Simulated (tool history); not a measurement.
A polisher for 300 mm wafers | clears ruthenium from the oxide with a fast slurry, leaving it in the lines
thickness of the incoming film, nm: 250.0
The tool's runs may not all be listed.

run	hour	flow of slurry (ml/min)	pressure of the wafer on the pad (kPa)	speed of the pad under the wafer (cm/s)	abrasive content of the slurry	overpolish time after the end point (s)	time until the end point was called (s)	dishing of a wide line in a test structure (Å)
1	0	220	15.2	106	1	20	79.564	466.51
2	6.5	220	15.2	120	1	20	68.403	514.77
3	12.4	220	13.8	120	1	20	72.888	487.19
4	13.3	220	17.2	120	1	20	64.738	535.79
5	13.9	220	15.9	120	1	20	68.756	520.96
6	19.1	220	15.9	120	1	26	67.57	639.59
7	28	220	15.2	118	1	28	71.955	655.1
8	35.6	220	15.2	118	1	29	70.471	672.39

Forecast run 9:
9	44.4	220	14.5	118	1	30	?	?

{"run 9": {"time until the end point was called (s)": 71.965, "dishing of a wide line in a test structure (Å)": 693.63}}

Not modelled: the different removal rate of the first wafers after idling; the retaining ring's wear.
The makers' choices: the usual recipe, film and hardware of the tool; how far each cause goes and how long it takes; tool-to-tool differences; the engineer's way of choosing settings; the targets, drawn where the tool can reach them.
